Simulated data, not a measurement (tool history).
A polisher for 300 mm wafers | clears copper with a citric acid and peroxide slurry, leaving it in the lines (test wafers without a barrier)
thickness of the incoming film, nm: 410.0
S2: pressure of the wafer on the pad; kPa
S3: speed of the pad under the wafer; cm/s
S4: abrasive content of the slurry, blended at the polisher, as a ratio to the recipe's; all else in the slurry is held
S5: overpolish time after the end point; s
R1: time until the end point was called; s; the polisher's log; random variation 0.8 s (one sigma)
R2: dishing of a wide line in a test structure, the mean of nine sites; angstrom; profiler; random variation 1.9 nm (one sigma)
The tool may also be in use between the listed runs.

{"run": 1, "day": 0.0, "flow of slurry (ml/min)": 130, "S2": 26.2, "S3": 112, "S4": 1.0, "S5": 29, "R1": 101.97, "R2": 629.64}
{"run": 2, "day": 0.367, "flow of slurry (ml/min)": 130, "S2": 26.2, "S3": 112, "S4": 1.1, "S5": 29, "R1": 99.37, "R2": 592.71}
{"run": 3, "day": 0.412, "flow of slurry (ml/min)": 130, "S2": 22.1, "S3": 112, "S4": 1.1, "S5": 29, "R1": 120.27, "R2": 543.52}
{"run": 4, "day": 0.75, "flow of slurry (ml/min)": 160, "S2": 22.1, "S3": 112, "S4": 1.1, "S5": 29, "R1": 112.33, "R2": 544.26}
{"run": 5, "day": 1.125, "flow of slurry (ml/min)": 160, "S2": 22.1, "S3": 112, "S4": 1.1, "S5": 34, "R1": 113.99, "R2": 617.95}
{"run": 6, "day": 1.421, "flow of slurry (ml/min)": 180, "S2": 22.1, "S3": 112, "S4": 1.1, "S5": 34, "R1": 111.78, "R2": 617.68}
{"run": 7, "day": 1.608, "flow of slurry (ml/min)": 180, "S2": 25.5, "S3": 112, "S4": 1.1, "S5": 35, "R1": 96.754, "R2": 700.14}
{"run": 8, "day": 1.729, "flow of slurry (ml/min)": 185, "S2": 32.4, "S3": 114, "S4": 1.1, "S5": 39, "R1": 76.393, "R2": 841.86}
{"run": 9, "day": 2.083, "flow of slurry (ml/min)": 185, "S2": 33.1, "S3": 114, "S4": 1.1, "S5": 40, "R1": 73.183, "R2": 837.13}
{"run": 10, "day": 2.242, "flow of slurry (ml/min)": 185, "S2": 33.1, "S3": 114, "S4": 1.1, "S5": 40, "R1": 73.932, "R2": 883.21}
{"run": 11, "day": 2.375, "flow of slurry (ml/min)": 185, "S2": 33.8, "S3": 114, "S4": 1.1, "S5": 41, "R1": 71.389, "R2": 883.28}

The next listed run, before its measurement:
{"run": 12, "day": 2.562, "flow of slurry (ml/min)": 185, "S2": 33.8, "S3": 114, "S4": 1.1, "S5": 42, "R1": "?", "R2": "?"}

{"run 12": {"R1": 72.804, "R2": 875.28}}

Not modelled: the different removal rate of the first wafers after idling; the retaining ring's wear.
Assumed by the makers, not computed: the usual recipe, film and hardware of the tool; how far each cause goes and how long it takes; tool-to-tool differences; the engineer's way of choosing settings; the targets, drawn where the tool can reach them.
